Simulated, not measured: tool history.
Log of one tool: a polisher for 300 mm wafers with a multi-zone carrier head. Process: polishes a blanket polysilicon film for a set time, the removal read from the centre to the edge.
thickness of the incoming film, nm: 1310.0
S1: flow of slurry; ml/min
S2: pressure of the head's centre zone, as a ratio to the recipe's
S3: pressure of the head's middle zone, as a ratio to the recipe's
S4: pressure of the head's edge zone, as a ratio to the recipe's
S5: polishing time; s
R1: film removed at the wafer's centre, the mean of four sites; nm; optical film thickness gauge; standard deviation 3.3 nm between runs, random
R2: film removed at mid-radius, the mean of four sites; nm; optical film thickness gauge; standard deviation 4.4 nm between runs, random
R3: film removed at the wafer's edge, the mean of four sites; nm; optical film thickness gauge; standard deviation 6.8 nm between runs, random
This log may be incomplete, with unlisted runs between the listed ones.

run	day	S1	S2	S3	S4	S5	R1	R2	R3
1	0.000	265	1.00	1.00	1.00	59	355.31	356.02	364.33
2	0.354	265	1.00	1.00	1.05	59	353.44	356.53	370.61
3	0.562	215	1.00	1.00	1.05	59	348.49	352.39	367.03
4	0.833	215	1.00	1.04	1.05	59	346.48	351.54	373.31
5	1.029	215	1.00	1.04	0.98	59	348.75	357.76	347.91
# day 1.383: slurry nozzle cleaned
6	1.383	235	1.06	1.05	1.05	63	423.32	403.79	408.59
7	1.596	240	1.08	1.03	1.10	65	446.11	424.49	431.13
8	1.729	225	1.09	0.97	1.13	68	460.06	421.21	453.30
9	1.758	230	1.10	0.94	1.15	70	485.19	421.04	471.90
10	1.917	235	1.10	0.93	1.16	71	489.76	423.61	495.88

Predict the results of run 11:
11	2.196	250	1.11	0.94	1.17	71	?	?	?

Run 11 yielded R1 498.08 nm, R2 425.70 nm, R3 490.27 nm.
